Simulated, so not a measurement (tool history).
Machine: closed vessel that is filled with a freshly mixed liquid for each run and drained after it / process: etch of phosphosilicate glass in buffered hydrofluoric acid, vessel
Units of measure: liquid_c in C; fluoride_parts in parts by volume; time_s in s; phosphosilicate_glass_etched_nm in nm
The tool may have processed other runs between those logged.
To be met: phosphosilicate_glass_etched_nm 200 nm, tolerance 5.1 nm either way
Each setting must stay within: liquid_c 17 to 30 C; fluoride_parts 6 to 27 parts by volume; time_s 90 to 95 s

run	hour	liquid_c	fluoride_parts	time_s	phosphosilicate_glass_etched_nm
1	0	22	16.5	90	346.02
2	6.6	21	17.5	90	308.17
3	10	20.5	18	90	291.32
4	18.4	20	18.5	90	274.4
5	25.2	20	21	90	245.37
6	27.9	20	21	95	262.05
7	34.2	19.5	21.5	95	247.94
8	35.4	17	23	95	206.54

5 candidate next runs follow, results not yet known. Just one meets every target within its allowed miss. Identify it.
A	36.6	17	24	90	?
B	36.6	18	23.5	95	?
C	36.6	17	22	95	?
D	36.6	18.5	27	95	?
E	36.6	17	24.5	90	?

move	phosphosilicate_glass_etched_nm
A	190.92
B	216.51
C	214.04
D	202.35
E	188.22
A: carries the result that was furthest off beyond its target, to the other side
B: lands further from the targets than the last run did
C: lands further from the targets than the last run did
D: in spec on every target
E: carries the result that was furthest off beyond its target, to the other side
D is the move that brings every result within its allowed miss.

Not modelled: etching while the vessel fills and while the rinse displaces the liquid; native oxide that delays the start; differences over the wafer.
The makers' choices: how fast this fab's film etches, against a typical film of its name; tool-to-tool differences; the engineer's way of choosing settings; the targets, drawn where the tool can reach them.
